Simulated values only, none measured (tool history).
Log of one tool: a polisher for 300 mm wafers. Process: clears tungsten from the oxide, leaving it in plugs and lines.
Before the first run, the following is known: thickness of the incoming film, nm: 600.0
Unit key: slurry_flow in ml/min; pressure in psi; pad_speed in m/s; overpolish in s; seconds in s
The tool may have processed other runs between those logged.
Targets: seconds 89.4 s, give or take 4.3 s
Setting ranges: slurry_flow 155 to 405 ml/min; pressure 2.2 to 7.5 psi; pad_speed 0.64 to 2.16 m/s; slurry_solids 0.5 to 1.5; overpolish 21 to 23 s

| run | hour | slurry_flow | pressure | pad_speed | slurry_solids | overpolish | seconds |
|---|---|---|---|---|---|---|---|
| 1 | 0 | 260 | 4.8 | 1.4 | 1 | 21 | 65.068 |
| 2 | 3.2 | 260 | 4.8 | 1.4 | 1 | 21 | 63.963 |
| 3 | 4.3 | 260 | 4.3 | 1.38 | 1 | 21 | 72.609 |
| 4 | 12.4 | 260 | 4 | 1.38 | 1 | 21 | 79.026 |
| 5 | 16.1 | 260 | 4 | 1.38 | 1.15 | 21 | 75.241 |
| 6 | 19.8 | 260 | 4 | 1.5 | 1.15 | 21 | 69.3 |
| 7 | 28.7 | 260 | 3.7 | 1.5 | 1.15 | 21 | 75.223 |
| 8 | 29.8 | 260 | 2.9 | 1.48 | 1.15 | 21 | 95.262 |

5 next moves are on the table. One of them brings every result within its allowed miss. Which?
| A | 30.9 | 290 | 2.7 | 1.72 | 1.15 | 21 | ? |
| B | 30.9 | 240 | 2.9 | 1.44 | 1.05 | 21 | ? |
| C | 30.9 | 325 | 3.3 | 1.22 | 1 | 23 | ? |
| D | 30.9 | 220 | 3.9 | 1.22 | 0.8 | 21 | ? |
| E | 30.9 | 210 | 3 | 1.4 | 1.35 | 21 | ? |

| move | seconds |
|---|---|
| A | 88.314 |
| B | 100.91 |
| C | 100.81 |
| D | 96.146 |
| E | 94.469 |
A: meets every target
B: the biggest miss grows against the last run
C: the biggest miss grows against the last run
D: the biggest miss grows against the last run
E: closer than the last run, but not yet in spec
Go with A: it meets all targets.
